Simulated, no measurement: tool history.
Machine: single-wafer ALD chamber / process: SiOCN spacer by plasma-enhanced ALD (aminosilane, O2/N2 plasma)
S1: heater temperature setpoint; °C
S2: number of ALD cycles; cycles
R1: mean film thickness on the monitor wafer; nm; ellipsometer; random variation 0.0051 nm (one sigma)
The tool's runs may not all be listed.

{"run": 1, "hour": 0.0, "S1": 390, "S2": 42, "R1": 2.5208}
{"run": 2, "hour": 4.3, "S1": 390, "S2": 47, "R1": 2.8294}
{"run": 3, "hour": 6.6, "S1": 390, "S2": 42, "R1": 2.5216}
{"run": 4, "hour": 9.9, "S1": 400, "S2": 42, "R1": 2.5192}
{"run": 5, "hour": 13.4, "S1": 400, "S2": 40, "R1": 2.3895}
{"run": 6, "hour": 20.6, "S1": 390, "S2": 40, "R1": 2.4067}
{"run": 7, "hour": 27.7, "S1": 390, "S2": 38, "R1": 2.2922}
{"run": 8, "hour": 30.2, "S1": 390, "S2": 37, "R1": 2.2204}
{"run": 9, "hour": 31.4, "S1": 390, "S2": 36, "R1": 2.1632}

For run 10, what comes out?
{"run": 10, "hour": 36.6, "S1": 390, "S2": 35, "R1": "?"}

R1: 2.0983 nm
